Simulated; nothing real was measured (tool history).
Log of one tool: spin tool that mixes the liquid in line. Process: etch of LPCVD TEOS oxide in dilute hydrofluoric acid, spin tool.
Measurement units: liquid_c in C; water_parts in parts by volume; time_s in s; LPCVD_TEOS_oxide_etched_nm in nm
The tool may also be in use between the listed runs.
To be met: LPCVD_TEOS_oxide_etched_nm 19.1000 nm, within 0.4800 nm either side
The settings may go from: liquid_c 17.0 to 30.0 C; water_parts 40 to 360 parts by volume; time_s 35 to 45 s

Run 1, hour 0.0: liquid_c 22.0 C, water_parts 200 parts by volume, time_s 45 s. Result: LPCVD_TEOS_oxide_etched_nm 5.6257 nm.
Run 2, hour 8.1: liquid_c 22.0 C, water_parts 225 parts by volume, time_s 45 s. Result: LPCVD_TEOS_oxide_etched_nm 4.8649 nm.
Run 3, hour 12.7: liquid_c 22.0 C, water_parts 165 parts by volume, time_s 45 s. Result: LPCVD_TEOS_oxide_etched_nm 7.0733 nm.
Run 4, hour 17.5: liquid_c 25.5 C, water_parts 165 parts by volume, time_s 45 s. Result: LPCVD_TEOS_oxide_etched_nm 8.1212 nm.
At hour 18.1: thermometer replaced.
Run 5, hour 18.1: liquid_c 26.5 C, water_parts 145 parts by volume, time_s 45 s. Result: LPCVD_TEOS_oxide_etched_nm 10.4640 nm.
Run 6, hour 23.7: liquid_c 27.0 C, water_parts 135 parts by volume, time_s 45 s. Result: LPCVD_TEOS_oxide_etched_nm 11.5870 nm.
Run 7, hour 31.3: liquid_c 27.5 C, water_parts 125 parts by volume, time_s 45 s. Result: LPCVD_TEOS_oxide_etched_nm 12.7920 nm.
Run 8, hour 33.0: liquid_c 28.0 C, water_parts 120 parts by volume, time_s 45 s. Result: LPCVD_TEOS_oxide_etched_nm 13.7090 nm.
Run 9, hour 40.6: liquid_c 28.5 C, water_parts 115 parts by volume, time_s 45 s. Result: LPCVD_TEOS_oxide_etched_nm 14.7640 nm.
Run 10, hour 47.4: liquid_c 30.0 C, water_parts 80 parts by volume, time_s 45 s. Result: LPCVD_TEOS_oxide_etched_nm 23.5810 nm.
Run 11, hour 49.6: liquid_c 29.5 C, water_parts 80 parts by volume, time_s 45 s. Result: LPCVD_TEOS_oxide_etched_nm 23.0630 nm.
Run 12, hour 58.5: liquid_c 29.5 C, water_parts 80 parts by volume, time_s 45 s. Result: LPCVD_TEOS_oxide_etched_nm 23.0350 nm.
Run 13, hour 66.3: liquid_c 29.0 C, water_parts 80 parts by volume, time_s 45 s. Result: LPCVD_TEOS_oxide_etched_nm 22.5960 nm.
Run 14, hour 68.1: liquid_c 28.0 C, water_parts 80 parts by volume, time_s 45 s. Result: LPCVD_TEOS_oxide_etched_nm 21.8610 nm.
Run 15, hour 76.4: liquid_c 27.5 C, water_parts 80 parts by volume, time_s 45 s. Result: LPCVD_TEOS_oxide_etched_nm 21.4110 nm.
Run 16, hour 77.7: liquid_c 27.0 C, water_parts 80 parts by volume, time_s 45 s. Result: LPCVD_TEOS_oxide_etched_nm 20.9820 nm.
Run 17, hour 85.7: liquid_c 26.5 C, water_parts 80 parts by volume, time_s 45 s. Result: LPCVD_TEOS_oxide_etched_nm 20.6620 nm.

Exactly one of the 4 candidate moves below puts every result within its allowed miss. Which one?
Run A, hour 93.7: liquid_c 24.5 C, water_parts 60 parts by volume, time_s 35 s. Result: LPCVD_TEOS_oxide_etched_nm ?.
Run B, hour 93.7: liquid_c 25.0 C, water_parts 75 parts by volume, time_s 45 s. Result: LPCVD_TEOS_oxide_etched_nm ?.
Run C, hour 93.7: liquid_c 28.5 C, water_parts 95 parts by volume, time_s 45 s. Result: LPCVD_TEOS_oxide_etched_nm ?.
Run D, hour 93.7: liquid_c 28.0 C, water_parts 90 parts by volume, time_s 45 s. Result: LPCVD_TEOS_oxide_etched_nm ?.

move  LPCVD_TEOS_oxide_etched_nm
   A                     20.2080
   B                     20.7950
   C                     18.3260
   D                     19.1070
A: closes in on the targets versus the last run, not all within tolerance yet
B: the biggest miss grows against the last run
C: moves the result that the last run missed by most past its target, out the other side
D: meets every target
So the answer is move D, the one that meets all the targets.

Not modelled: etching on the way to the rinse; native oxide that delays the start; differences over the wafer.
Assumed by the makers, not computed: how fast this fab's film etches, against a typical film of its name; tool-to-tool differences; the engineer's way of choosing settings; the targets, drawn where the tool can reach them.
